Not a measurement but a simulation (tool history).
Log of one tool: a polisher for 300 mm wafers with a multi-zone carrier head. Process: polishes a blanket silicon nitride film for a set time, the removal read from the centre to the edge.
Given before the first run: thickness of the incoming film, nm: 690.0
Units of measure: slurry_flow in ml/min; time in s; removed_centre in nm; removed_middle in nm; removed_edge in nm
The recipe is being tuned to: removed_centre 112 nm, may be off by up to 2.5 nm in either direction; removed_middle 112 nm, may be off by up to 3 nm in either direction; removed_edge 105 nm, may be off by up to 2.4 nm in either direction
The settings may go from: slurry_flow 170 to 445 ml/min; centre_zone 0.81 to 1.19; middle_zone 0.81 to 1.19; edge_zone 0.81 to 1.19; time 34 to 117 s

Run 1, hour 0: slurry_flow 285 ml/min, centre_zone 1, middle_zone 1, edge_zone 1, time 75 s. Result: removed_centre 122.67 nm, removed_middle 121.5 nm, removed_edge 121.37 nm.
Run 2, hour 8.9: slurry_flow 275 ml/min, centre_zone 0.99, middle_zone 0.99, edge_zone 0.96, time 74 s. Result: removed_centre 120.44 nm, removed_middle 118.54 nm, removed_edge 118.29 nm.
Run 3, hour 12.3: slurry_flow 270 ml/min, centre_zone 0.99, middle_zone 0.99, edge_zone 0.93, time 73 s. Result: removed_centre 117.56 nm, removed_middle 118.2 nm, removed_edge 112.89 nm.
Run 4, hour 14.7: slurry_flow 260 ml/min, centre_zone 0.99, middle_zone 0.98, edge_zone 0.91, time 73 s. Result: removed_centre 118.85 nm, removed_middle 115.11 nm, removed_edge 112.68 nm.
Run 5, hour 18.3: slurry_flow 260 ml/min, centre_zone 0.99, middle_zone 0.98, edge_zone 0.91, time 58 s. Result: removed_centre 93.645 nm, removed_middle 91.418 nm, removed_edge 89.079 nm.
Run 6, hour 26.4: slurry_flow 280 ml/min, centre_zone 1.02, middle_zone 1.01, edge_zone 0.95, time 59 s. Result: removed_centre 98.338 nm, removed_middle 95.83 nm, removed_edge 91.333 nm.
Run 7, hour 27.7: slurry_flow 295 ml/min, centre_zone 1.03, middle_zone 1.03, edge_zone 0.99, time 60 s. Result: removed_centre 102.82 nm, removed_middle 99.623 nm, removed_edge 95.319 nm.
Run 8, hour 31.7: slurry_flow 310 ml/min, centre_zone 1.03, middle_zone 1.05, edge_zone 1.02, time 61 s. Result: removed_centre 104.14 nm, removed_middle 103.29 nm, removed_edge 100.03 nm.
Run 9, hour 32.5: slurry_flow 325 ml/min, centre_zone 1.04, middle_zone 1.06, edge_zone 1.03, time 61 s. Result: removed_centre 105.85 nm, removed_middle 104.13 nm, removed_edge 101.25 nm.

Which of these 5 next moves meets every target?
Run A, hour 33.3: slurry_flow 325 ml/min, centre_zone 1.07, middle_zone 1.02, edge_zone 0.96, time 66 s. Result: removed_centre ?, removed_middle ?, removed_edge ?.
Run B, hour 33.3: slurry_flow 350 ml/min, centre_zone 1.07, middle_zone 1.12, edge_zone 1.08, time 62 s. Result: removed_centre ?, removed_middle ?, removed_edge ?.
Run C, hour 33.3: slurry_flow 255 ml/min, centre_zone 1.04, middle_zone 0.91, edge_zone 1.01, time 65 s. Result: removed_centre ?, removed_middle ?, removed_edge ?.
Run D, hour 33.3: slurry_flow 250 ml/min, centre_zone 1.02, middle_zone 1.15, edge_zone 0.97, time 67 s. Result: removed_centre ?, removed_middle ?, removed_edge ?.
Run E, hour 33.3: slurry_flow 235 ml/min, centre_zone 1.12, middle_zone 1.02, edge_zone 1.09, time 60 s. Result: removed_centre ?, removed_middle ?, removed_edge ?.

move  removed_centre  removed_middle  removed_edge
   A           117.7          109.92        106.05
   B          111.35          112.42        105.84
   C          109.96          96.357        105.46
   D           111.1          120.78        106.12
   E          108.48          97.006        100.33
A: puts the biggest miss on target and leaves a different result outside tolerance
B: every result lands within tolerance
C: moves away from the targets compared with the last run
D: takes the biggest miss from the last run beyond its target
E: moves away from the targets compared with the last run
Go with B: it meets all targets.
